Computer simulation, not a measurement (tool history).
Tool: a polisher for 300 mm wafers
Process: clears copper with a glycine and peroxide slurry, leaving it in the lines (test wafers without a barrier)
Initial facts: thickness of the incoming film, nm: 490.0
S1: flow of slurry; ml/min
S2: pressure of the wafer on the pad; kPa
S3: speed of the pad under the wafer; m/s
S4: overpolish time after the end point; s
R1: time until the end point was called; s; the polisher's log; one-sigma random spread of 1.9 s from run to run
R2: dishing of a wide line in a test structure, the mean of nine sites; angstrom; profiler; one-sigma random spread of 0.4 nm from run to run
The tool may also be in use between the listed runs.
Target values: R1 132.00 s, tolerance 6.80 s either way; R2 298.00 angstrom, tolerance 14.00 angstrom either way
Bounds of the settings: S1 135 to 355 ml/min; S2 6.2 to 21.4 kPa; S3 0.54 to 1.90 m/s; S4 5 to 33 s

run,day,S1,S2,S3,S4,R1,R2
1,0.000,225,13.8,1.22,17,113.25,452.77
2,0.229,225,16.5,1.22,17,103.86,488.96
3,0.333,225,15.2,1.20,16,111.57,446.32
4,0.658,225,15.2,0.96,16,122.56,414.70
5,0.896,225,14.5,0.96,15,123.68,389.51
6,0.958,225,13.8,0.96,14,128.97,351.47
7,1.171,225,13.8,0.96,13,125.02,337.62
8,1.496,225,13.1,0.96,13,131.50,320.59

Which of these 5 next moves meets every target?
A,1.821,265,11.7,1.04,12,?,?
B,1.821,325,13.8,0.88,14,?,?
C,1.821,240,11.7,0.86,15,?,?
D,1.821,230,15.9,0.78,15,?,?
E,1.821,230,15.2,0.90,13,?,?

move,R1,R2
A,128.68,299.55
B,125.71,350.04
C,140.32,337.81
D,126.41,370.40
E,122.20,336.89
A: hits every target within its allowed miss
B: further off than the last run
C: further off than the last run
D: further off than the last run
E: further off than the last run
Correct choice: A, which meets every target

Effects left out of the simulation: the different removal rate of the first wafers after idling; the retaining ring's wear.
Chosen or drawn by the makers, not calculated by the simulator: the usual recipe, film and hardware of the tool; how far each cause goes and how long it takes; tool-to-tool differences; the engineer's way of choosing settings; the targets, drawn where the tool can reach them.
